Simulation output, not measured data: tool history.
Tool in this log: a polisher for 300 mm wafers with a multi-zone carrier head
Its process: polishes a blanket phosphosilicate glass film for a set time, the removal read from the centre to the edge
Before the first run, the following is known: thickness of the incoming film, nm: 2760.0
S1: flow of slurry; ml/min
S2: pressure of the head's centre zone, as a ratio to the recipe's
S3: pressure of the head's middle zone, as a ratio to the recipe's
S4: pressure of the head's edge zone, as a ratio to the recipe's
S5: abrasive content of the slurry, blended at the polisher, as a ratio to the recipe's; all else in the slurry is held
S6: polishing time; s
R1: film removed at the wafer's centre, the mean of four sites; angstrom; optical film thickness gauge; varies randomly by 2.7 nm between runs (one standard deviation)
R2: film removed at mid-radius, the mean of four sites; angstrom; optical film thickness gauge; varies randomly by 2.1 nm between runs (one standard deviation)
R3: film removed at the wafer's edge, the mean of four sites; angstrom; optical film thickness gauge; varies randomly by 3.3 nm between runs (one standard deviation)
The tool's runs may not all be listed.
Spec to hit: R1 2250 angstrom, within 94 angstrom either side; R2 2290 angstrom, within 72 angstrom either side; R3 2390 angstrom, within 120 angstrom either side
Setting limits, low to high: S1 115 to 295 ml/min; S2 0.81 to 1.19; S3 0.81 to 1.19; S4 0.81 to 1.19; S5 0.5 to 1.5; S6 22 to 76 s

run	hour	S1	S2	S3	S4	S5	S6	R1	R2	R3
1	0	190	1	1	1	1	49	3888.5	4001.2	3842.9
2	6.5	190	1	1.05	1	1	49	3875.9	4143.8	3963.2
3	9.7	190	1	1.05	1.08	1	49	3810.8	4147.1	4106.2
4	15	210	1	1.05	1.08	1	49	3994.1	4240.4	4163.8
5	23.5	195	0.98	0.99	1.05	0.85	46	3323.1	3531.6	3553
6	26	195	0.98	0.99	1.05	0.95	46	3471.5	3705.7	3681.3
7	32.4	170	0.92	0.89	0.95	0.7	36	2144.1	2223.1	2345.6
8	37.6	175	0.93	0.89	0.95	0.7	36	2165.4	2192.3	2340

Which single option among these 5 for the next run brings every result within its allowed miss of target? Just one does.
A	42.8	185	0.97	0.9	0.85	0.85	32	?	?	?
B	42.8	220	0.83	0.84	1.07	0.5	45	?	?	?
C	42.8	160	0.99	0.94	1.01	0.8	31	?	?	?
D	42.8	170	0.91	0.81	0.95	0.7	36	?	?	?
E	42.8	125	0.99	0.95	1	0.65	40	?	?	?

move	R1	R2	R3
A	2204.2	2216.3	2137.5
B	2048.9	2272.4	2569.4
C	2052.5	2101.8	2133.6
D	2071	2041.8	2271.4
E	2223.7	2315	2357.7
A: lands further from the targets than the last run did
B: the furthest-off result lands on target, but another misses its tolerance
C: lands further from the targets than the last run did
D: lands further from the targets than the last run did
E: every result lands within tolerance
Move E is the one to make.

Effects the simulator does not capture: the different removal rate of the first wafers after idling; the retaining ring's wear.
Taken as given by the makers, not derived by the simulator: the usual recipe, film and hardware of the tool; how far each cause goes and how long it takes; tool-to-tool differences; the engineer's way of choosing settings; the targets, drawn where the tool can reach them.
